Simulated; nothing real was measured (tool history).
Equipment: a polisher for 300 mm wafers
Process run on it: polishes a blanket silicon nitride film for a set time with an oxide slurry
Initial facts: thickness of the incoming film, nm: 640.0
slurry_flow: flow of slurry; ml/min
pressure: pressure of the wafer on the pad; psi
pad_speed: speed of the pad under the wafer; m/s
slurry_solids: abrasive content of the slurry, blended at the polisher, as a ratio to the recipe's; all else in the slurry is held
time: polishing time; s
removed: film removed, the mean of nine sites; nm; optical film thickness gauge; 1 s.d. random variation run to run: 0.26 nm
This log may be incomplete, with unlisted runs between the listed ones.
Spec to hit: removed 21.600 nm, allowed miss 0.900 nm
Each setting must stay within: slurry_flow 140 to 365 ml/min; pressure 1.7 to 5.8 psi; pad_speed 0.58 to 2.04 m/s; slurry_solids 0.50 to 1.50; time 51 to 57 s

run,hour,slurry_flow,pressure,pad_speed,slurry_solids,time,removed
1,0.0,235,3.7,1.30,1.00,57,38.557
2,6.2,235,3.7,1.30,1.00,51,35.244
3,14.2,235,3.5,1.30,1.00,51,32.135
4,22.3,235,3.4,1.30,1.00,51,31.716
5,29.8,280,3.4,1.30,1.00,51,32.239
6,36.9,280,3.4,1.30,1.10,51,33.788
7,41.2,280,3.2,1.30,1.10,51,32.239
8,45.9,280,3.0,1.30,1.10,51,30.908
9,49.4,280,2.9,1.30,1.10,51,29.638
10,52.6,280,2.8,1.30,1.10,51,28.736
11,54.6,280,1.8,1.26,1.10,51,18.467
12,60.9,290,2.0,1.26,1.10,51,20.148

Pick the move, out of 4, that brings all results within their allowed miss; only one does.
A,67.2,230,2.0,1.22,1.05,52,?
B,67.2,305,2.1,1.38,1.15,54,?
C,67.2,260,2.1,1.46,1.05,53,?
D,67.2,245,1.8,1.42,1.35,51,?

move,removed
A,18.937
B,24.622
C,23.683
D,21.690
A: the biggest miss grows against the last run
B: moves the result that the last run missed by most past its target, out the other side
C: moves the result that the last run missed by most past its target, out the other side
D: all results in spec
The move that meets every target is D.
